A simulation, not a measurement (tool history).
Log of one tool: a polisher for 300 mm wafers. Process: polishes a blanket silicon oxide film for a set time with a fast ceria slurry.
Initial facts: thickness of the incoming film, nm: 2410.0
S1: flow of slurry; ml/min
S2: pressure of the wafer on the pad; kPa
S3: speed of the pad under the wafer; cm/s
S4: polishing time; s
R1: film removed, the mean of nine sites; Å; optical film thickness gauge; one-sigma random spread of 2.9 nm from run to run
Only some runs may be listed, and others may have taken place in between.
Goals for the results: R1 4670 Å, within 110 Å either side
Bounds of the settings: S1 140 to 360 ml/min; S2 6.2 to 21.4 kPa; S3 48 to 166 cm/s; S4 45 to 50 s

| run | hour | S1 | S2 | S3 | S4 | R1 |
|---|---|---|---|---|---|---|
| 1 | 0 | 230 | 13.8 | 106 | 50 | 6799.6 |
| 2 | 2.1 | 225 | 12.4 | 106 | 50 | 6237.4 |
| 3 | 9.5 | 225 | 12.4 | 106 | 50 | 6239.6 |
| 4 | 14.1 | 225 | 11 | 106 | 50 | 5678 |
| 5 | 21.4 | 225 | 11 | 132 | 50 | 7038.2 |
| 6 | 23.4 | 220 | 9.7 | 130 | 50 | 6218.3 |
| 7 | 28.9 | 215 | 9 | 130 | 50 | 5881.6 |
| 8 | 31.5 | 210 | 8.3 | 130 | 50 | 5481 |
| 9 | 35.8 | 200 | 7.6 | 130 | 50 | 5107.8 |
| 10 | 39.4 | 190 | 7.6 | 130 | 50 | 5173.2 |
| 11 | 43.2 | 185 | 7.6 | 130 | 50 | 5080.4 |
| 12 | 51.5 | 175 | 7.6 | 130 | 50 | 5081.4 |
| 13 | 56.9 | 170 | 7.6 | 130 | 50 | 5059.4 |
| 14 | 62.4 | 165 | 7.6 | 130 | 50 | 5052.5 |
| 15 | 65.6 | 160 | 7.6 | 130 | 50 | 5004.3 |
| 16 | 69.4 | 155 | 7.6 | 130 | 50 | 5008.3 |
| 17 | 77.1 | 155 | 7.6 | 130 | 50 | 4974.4 |

Next run, 4 choices. One meets every target within its allowed miss, the rest don't. Which?
| A | 84.8 | 140 | 8.3 | 132 | 46 | ? |
| B | 84.8 | 140 | 6.2 | 148 | 46 | ? |
| C | 84.8 | 160 | 6.9 | 126 | 48 | ? |
| D | 84.8 | 145 | 8.3 | 124 | 46 | ? |

| move | R1 |
|---|---|
| A | 4926.6 |
| B | 4477.6 |
| C | 4379.9 |
| D | 4658.6 |
A: gains on the last run, yet a result remains outside its allowed miss
B: carries the result that was furthest off beyond its target, to the other side
C: carries the result that was furthest off beyond its target, to the other side
D: each result inside its tolerance
Move D is the one to make.

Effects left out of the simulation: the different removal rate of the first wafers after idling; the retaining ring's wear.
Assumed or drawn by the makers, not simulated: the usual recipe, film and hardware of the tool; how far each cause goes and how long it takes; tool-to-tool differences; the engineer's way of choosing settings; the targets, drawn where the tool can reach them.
